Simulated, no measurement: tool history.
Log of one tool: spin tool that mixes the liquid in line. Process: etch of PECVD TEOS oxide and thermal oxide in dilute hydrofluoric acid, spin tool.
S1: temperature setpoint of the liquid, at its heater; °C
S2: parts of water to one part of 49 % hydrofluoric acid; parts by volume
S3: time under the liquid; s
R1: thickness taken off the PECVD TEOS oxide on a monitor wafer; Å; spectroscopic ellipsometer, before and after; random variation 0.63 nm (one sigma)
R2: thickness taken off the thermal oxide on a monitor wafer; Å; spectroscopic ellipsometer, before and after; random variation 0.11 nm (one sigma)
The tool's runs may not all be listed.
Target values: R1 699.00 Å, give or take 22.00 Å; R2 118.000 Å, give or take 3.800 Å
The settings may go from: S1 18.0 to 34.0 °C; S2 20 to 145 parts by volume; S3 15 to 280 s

Run 1, hour 0.0: S1 26.0 °C, S2 80 parts by volume, S3 145 s. Result: R1 585.42 Å, R2 98.598 Å.
Run 2, hour 7.2: S1 26.0 °C, S2 105 parts by volume, S3 145 s. Result: R1 434.20 Å, R2 73.108 Å.
Run 3, hour 9.0: S1 26.0 °C, S2 105 parts by volume, S3 90 s. Result: R1 266.00 Å, R2 45.818 Å.
Run 4, hour 16.5: S1 27.5 °C, S2 105 parts by volume, S3 90 s. Result: R1 279.56 Å, R2 46.936 Å.
Run 5, hour 18.2: S1 27.5 °C, S2 105 parts by volume, S3 55 s. Result: R1 171.38 Å, R2 29.333 Å.
Run 6, hour 23.2: S1 27.5 °C, S2 95 parts by volume, S3 60 s. Result: R1 211.81 Å, R2 36.019 Å.
Run 7, hour 30.5: S1 27.5 °C, S2 85 parts by volume, S3 65 s. Result: R1 262.16 Å, R2 43.970 Å.
Run 8, hour 36.6: S1 27.0 °C, S2 80 parts by volume, S3 70 s. Result: R1 298.15 Å, R2 49.270 Å.
Run 9, hour 43.7: S1 26.5 °C, S2 75 parts by volume, S3 70 s. Result: R1 308.26 Å, R2 52.008 Å.
Run 10, hour 52.5: S1 26.5 °C, S2 75 parts by volume, S3 70 s. Result: R1 303.44 Å, R2 51.520 Å.
Run 11, hour 53.1: S1 26.5 °C, S2 75 parts by volume, S3 70 s. Result: R1 305.85 Å, R2 51.968 Å.
Run 12, hour 59.8: S1 26.5 °C, S2 70 parts by volume, S3 70 s. Result: R1 335.13 Å, R2 56.143 Å.
Run 13, hour 63.3: S1 26.0 °C, S2 65 parts by volume, S3 70 s. Result: R1 349.66 Å, R2 59.158 Å.
Run 14, hour 68.4: S1 26.0 °C, S2 65 parts by volume, S3 70 s. Result: R1 352.21 Å, R2 59.739 Å.
Run 15, hour 77.3: S1 30.0 °C, S2 35 parts by volume, S3 70 s. Result: R1 813.25 Å, R2 134.530 Å.
Run 16, hour 82.2: S1 29.0 °C, S2 35 parts by volume, S3 70 s. Result: R1 769.63 Å, R2 130.180 Å.
Run 17, hour 84.3: S1 28.5 °C, S2 35 parts by volume, S3 70 s. Result: R1 759.29 Å, R2 129.100 Å.
Run 18, hour 86.1: S1 28.0 °C, S2 35 parts by volume, S3 70 s. Result: R1 744.32 Å, R2 124.960 Å.
Run 19, hour 87.6: S1 27.5 °C, S2 35 parts by volume, S3 70 s. Result: R1 721.83 Å, R2 121.770 Å.

4 next moves are on the table. One of them brings every result within its allowed miss. Which?
Run A, hour 89.1: S1 30.0 °C, S2 45 parts by volume, S3 85 s. Result: R1 ?, R2 ?.
Run B, hour 89.1: S1 21.0 °C, S2 30 parts by volume, S3 80 s. Result: R1 ?, R2 ?.
Run C, hour 89.1: S1 28.0 °C, S2 35 parts by volume, S3 70 s. Result: R1 ?, R2 ?.
Run D, hour 89.1: S1 26.5 °C, S2 40 parts by volume, S3 80 s. Result: R1 ?, R2 ?.

move      R1       R2
   A  750.52  128.140
   B  747.40  127.610
   C  744.92  127.180
   D  695.86  118.810
A: moves away from the targets compared with the last run
B: moves away from the targets compared with the last run
C: moves away from the targets compared with the last run
D: meets every target
D is the move that brings every result within its allowed miss.
